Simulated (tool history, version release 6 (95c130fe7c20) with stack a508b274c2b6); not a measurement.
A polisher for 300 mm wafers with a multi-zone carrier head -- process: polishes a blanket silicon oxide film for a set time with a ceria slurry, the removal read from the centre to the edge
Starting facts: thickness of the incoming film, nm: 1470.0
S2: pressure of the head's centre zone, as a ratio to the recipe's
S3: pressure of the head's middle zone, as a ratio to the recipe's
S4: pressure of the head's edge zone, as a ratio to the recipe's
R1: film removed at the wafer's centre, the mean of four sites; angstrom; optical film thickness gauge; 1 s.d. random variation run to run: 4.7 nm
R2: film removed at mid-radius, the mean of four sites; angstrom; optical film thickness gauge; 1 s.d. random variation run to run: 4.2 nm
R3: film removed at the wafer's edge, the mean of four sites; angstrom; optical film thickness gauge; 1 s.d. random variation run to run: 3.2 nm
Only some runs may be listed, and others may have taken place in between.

run 1 hour=0 | flow_of_slurry_(ml/min)=200 S2=1 S3=1 S4=1 polishing_time_(s)=64 | R1=2921.1 R2=2989.2 R3=3127.7
run 2 hour=1.7 | flow_of_slurry_(ml/min)=220 S2=1.05 S3=1.05 S4=1.02 polishing_time_(s)=68 | R1=3313.3 R2=3358.8 R3=3330.5
run 3 hour=9.3 | flow_of_slurry_(ml/min)=230 S2=1.08 S3=1.08 S4=1.05 polishing_time_(s)=72 | R1=3598.8 R2=3605.8 R3=3587.6
run 4 hour=12.2 | flow_of_slurry_(ml/min)=230 S2=1.17 S3=1.08 S4=1.05 polishing_time_(s)=72 | R1=3873.7 R2=3614.4 R3=3615.3
run 5 hour=19.8 | flow_of_slurry_(ml/min)=230 S2=1.17 S3=1.01 S4=1.05 polishing_time_(s)=72 | R1=3828.8 R2=3431.8 R3=3592.6
run 6 hour=25.1 | flow_of_slurry_(ml/min)=210 S2=1.17 S3=1.01 S4=1.05 polishing_time_(s)=72 | R1=3857.5 R2=3423.4 R3=3504.9
run 7 hour=25.9 | flow_of_slurry_(ml/min)=215 S2=1.17 S3=1.05 S4=1.05 polishing_time_(s)=75 | R1=4019.5 R2=3666.9 R3=3697.9
run 8 hour=32 | flow_of_slurry_(ml/min)=225 S2=1.17 S3=1.09 S4=1.04 polishing_time_(s)=77 | R1=4160.3 R2=3942 R3=3798.3
-- hour=39.5 slurry nozzle cleaned
run 9 hour=39.5 | flow_of_slurry_(ml/min)=235 S2=1.17 S3=1.11 S4=1.04 polishing_time_(s)=78 | R1=4433.2 R2=4104.3 R3=3952.8
run 10 hour=43.8 | flow_of_slurry_(ml/min)=245 S2=1.16 S3=1.13 S4=1.04 polishing_time_(s)=78 | R1=4355.7 R2=4295.9 R3=4048.4
run 11 hour=48.6 | flow_of_slurry_(ml/min)=250 S2=1.17 S3=1.14 S4=1.04 polishing_time_(s)=78 | R1=4465.1 R2=4314.2 R3=4065.7
run 12 hour=52.3 | flow_of_slurry_(ml/min)=255 S2=1.17 S3=1.15 S4=1.04 polishing_time_(s)=78 | R1=4481.7 R2=4376.8 R3=4059.4
run 13 hour=56.8 | flow_of_slurry_(ml/min)=260 S2=1.17 S3=1.15 S4=1.04 polishing_time_(s)=78 | R1=4507.2 R2=4288.7 R3=4028
run 14 hour=62.2 | flow_of_slurry_(ml/min)=260 S2=1.16 S3=1.16 S4=1.04 polishing_time_(s)=78 | R1=4471.4 R2=4440.9 R3=4058.4
run 15 hour=63.8 | flow_of_slurry_(ml/min)=265 S2=1.16 S3=1.16 S4=1.04 polishing_time_(s)=78 | R1=4525.5 R2=4368.1 R3=4013.3

Expected results for the next run?
run 16 hour=67.5 | flow_of_slurry_(ml/min)=265 S2=1.16 S3=1.17 S4=1.05 polishing_time_(s)=78 | R1=? R2=? R3=?

Run 16 yielded R1 4482.9 angstrom, R2 4455.8 angstrom, R3 4020.9 angstrom.

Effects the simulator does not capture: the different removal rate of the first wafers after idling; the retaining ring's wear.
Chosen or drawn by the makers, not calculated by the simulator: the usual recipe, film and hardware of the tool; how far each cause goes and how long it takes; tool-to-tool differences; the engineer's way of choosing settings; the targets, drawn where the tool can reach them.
